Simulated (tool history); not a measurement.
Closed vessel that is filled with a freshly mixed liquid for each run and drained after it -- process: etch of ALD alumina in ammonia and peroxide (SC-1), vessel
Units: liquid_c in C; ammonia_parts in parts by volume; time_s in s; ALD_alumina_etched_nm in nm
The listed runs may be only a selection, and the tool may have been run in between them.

Run 1, hour 0: liquid_c 56 C, ammonia_parts 0.55 parts by volume, time_s 280 s. Result: ALD_alumina_etched_nm 16.973 nm.
Run 2, hour 5.8: liquid_c 59 C, ammonia_parts 0.55 parts by volume, time_s 280 s. Result: ALD_alumina_etched_nm 20.012 nm.
Run 3, hour 10.1: liquid_c 53.5 C, ammonia_parts 0.55 parts by volume, time_s 280 s. Result: ALD_alumina_etched_nm 14.954 nm.
Run 4, hour 11.8: liquid_c 47 C, ammonia_parts 0.55 parts by volume, time_s 280 s. Result: ALD_alumina_etched_nm 10.407 nm.
Run 5, hour 13.7: liquid_c 46.5 C, ammonia_parts 0.55 parts by volume, time_s 280 s. Result: ALD_alumina_etched_nm 10.24 nm.
Run 6, hour 19.6: liquid_c 46 C, ammonia_parts 0.55 parts by volume, time_s 280 s. Result: ALD_alumina_etched_nm 9.8818 nm.

Run 7 comes next. What will it give?
Run 7, hour 22: liquid_c 45.5 C, ammonia_parts 0.55 parts by volume, time_s 280 s. Result: ALD_alumina_etched_nm ?.

Run 7 gave ALD_alumina_etched_nm 9.6345 nm.
